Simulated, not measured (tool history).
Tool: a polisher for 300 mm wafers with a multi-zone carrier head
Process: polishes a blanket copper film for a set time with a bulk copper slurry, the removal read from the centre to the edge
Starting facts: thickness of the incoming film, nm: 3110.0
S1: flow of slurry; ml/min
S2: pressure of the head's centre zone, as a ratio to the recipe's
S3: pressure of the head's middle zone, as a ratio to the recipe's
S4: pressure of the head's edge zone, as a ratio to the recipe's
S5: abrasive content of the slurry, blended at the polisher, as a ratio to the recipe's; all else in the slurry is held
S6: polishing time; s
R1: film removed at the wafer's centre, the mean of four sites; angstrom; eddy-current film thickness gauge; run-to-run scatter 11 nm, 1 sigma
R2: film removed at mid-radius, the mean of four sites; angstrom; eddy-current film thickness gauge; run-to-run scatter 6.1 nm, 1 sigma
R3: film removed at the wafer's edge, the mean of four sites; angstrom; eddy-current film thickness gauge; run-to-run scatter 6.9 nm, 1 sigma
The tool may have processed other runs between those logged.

Run 1, hour 0.0: S1 140 ml/min, S2 1.00, S3 1.00, S4 1.00, S5 1.00, S6 64 s. Result: R1 6716.0 angstrom, R2 6900.6 angstrom, R3 6595.0 angstrom.
Run 2, hour 5.5: S1 140 ml/min, S2 1.00, S3 1.00, S4 1.07, S5 1.00, S6 64 s. Result: R1 6877.3 angstrom, R2 6806.3 angstrom, R3 6941.5 angstrom.
Run 3, hour 14.4: S1 140 ml/min, S2 0.96, S3 1.00, S4 1.07, S5 1.00, S6 64 s. Result: R1 6437.2 angstrom, R2 6882.9 angstrom, R3 6800.1 angstrom.
Run 4, hour 17.1: S1 145 ml/min, S2 0.97, S3 1.01, S4 1.09, S5 1.05, S6 64 s. Result: R1 6682.0 angstrom, R2 7014.4 angstrom, R3 6993.2 angstrom.
Run 5, hour 23.9: S1 145 ml/min, S2 0.97, S3 1.01, S4 1.09, S5 1.15, S6 64 s. Result: R1 6776.5 angstrom, R2 7241.7 angstrom, R3 7089.0 angstrom.
Run 6, hour 25.3: S1 160 ml/min, S2 0.97, S3 1.01, S4 1.09, S5 1.15, S6 64 s. Result: R1 6844.0 angstrom, R2 7297.1 angstrom, R3 7336.1 angstrom.
Run 7, hour 33.5: S1 165 ml/min, S2 0.99, S3 1.02, S4 1.10, S5 1.15, S6 64 s. Result: R1 7207.4 angstrom, R2 7333.7 angstrom, R3 7365.3 angstrom.
Run 8, hour 37.3: S1 170 ml/min, S2 0.99, S3 1.03, S4 1.11, S5 1.20, S6 64 s. Result: R1 7201.4 angstrom, R2 7686.6 angstrom, R3 7485.2 angstrom.

What does the tool deliver on the next run?
Run 9, hour 45.5: S1 175 ml/min, S2 1.00, S3 1.03, S4 1.12, S5 1.20, S6 64 s. Result: R1 ?, R2 ?, R3 ?.

Run 9 produced R1 7494.6 angstrom, R2 7540.8 angstrom, R3 7550.2 angstrom.

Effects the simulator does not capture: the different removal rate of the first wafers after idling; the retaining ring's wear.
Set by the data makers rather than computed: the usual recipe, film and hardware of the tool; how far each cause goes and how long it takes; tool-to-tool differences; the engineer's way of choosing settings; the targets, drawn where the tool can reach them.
